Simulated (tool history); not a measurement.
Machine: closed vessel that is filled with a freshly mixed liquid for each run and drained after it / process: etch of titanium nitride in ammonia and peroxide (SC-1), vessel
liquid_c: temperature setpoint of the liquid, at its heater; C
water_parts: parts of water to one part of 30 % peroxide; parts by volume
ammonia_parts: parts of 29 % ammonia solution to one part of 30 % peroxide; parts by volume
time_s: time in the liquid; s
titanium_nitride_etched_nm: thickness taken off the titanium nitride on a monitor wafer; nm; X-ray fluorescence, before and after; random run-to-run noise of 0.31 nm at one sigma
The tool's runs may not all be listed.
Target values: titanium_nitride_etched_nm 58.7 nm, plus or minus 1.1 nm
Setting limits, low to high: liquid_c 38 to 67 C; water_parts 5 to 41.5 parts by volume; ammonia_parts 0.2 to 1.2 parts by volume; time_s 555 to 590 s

| run | hour | liquid_c | water_parts | ammonia_parts | time_s | titanium_nitride_etched_nm |
|---|---|---|---|---|---|---|
| 1 | 0 | 51 | 23 | 0.85 | 555 | 22.052 |
| 2 | 5 | 53 | 23 | 0.85 | 555 | 25.188 |
| 3 | 11.4 | 53 | 23 | 0.85 | 555 | 24.85 |
| 4 | 20.5 | 59.5 | 23 | 0.85 | 555 | 38.913 |
| 5 | 24.6 | 59.5 | 23 | 0.85 | 555 | 38.893 |
| 6 | 31.4 | 59.5 | 23 | 0.65 | 555 | 36.65 |
|  | 34.3 | thermometer replaced |
| 7 | 34.3 | 59.5 | 23 | 0.65 | 555 | 40.001 |
| 8 | 42.2 | 59.5 | 23 | 0.65 | 555 | 40.611 |
| 9 | 50.4 | 60 | 23 | 0.65 | 555 | 41.745 |
| 10 | 56.1 | 66 | 23 | 0.65 | 555 | 60.555 |

Below are 5 possible settings for the next run. Only one of them brings all results inside the allowed miss of their targets. Which is it?
| A | 61.8 | 63.5 | 18.5 | 0.5 | 555 | ? |
| B | 61.8 | 66 | 21.5 | 0.6 | 555 | ? |
| C | 61.8 | 64 | 19.5 | 0.45 | 590 | ? |
| D | 61.8 | 64.5 | 22.5 | 0.7 | 555 | ? |
| E | 61.8 | 67 | 24 | 0.45 | 590 | ? |

| move | titanium_nitride_etched_nm |
|---|---|
| A | 55.537 |
| B | 61.953 |
| C | 58.052 |
| D | 56.485 |
| E | 62.485 |
A: the result that was furthest off in the last run now lies on the other side of its target
B: moves away from the targets compared with the last run
C: hits every target within its allowed miss
D: the result that was furthest off in the last run now lies on the other side of its target
E: moves away from the targets compared with the last run
So the answer is move C, the one that meets all the targets.
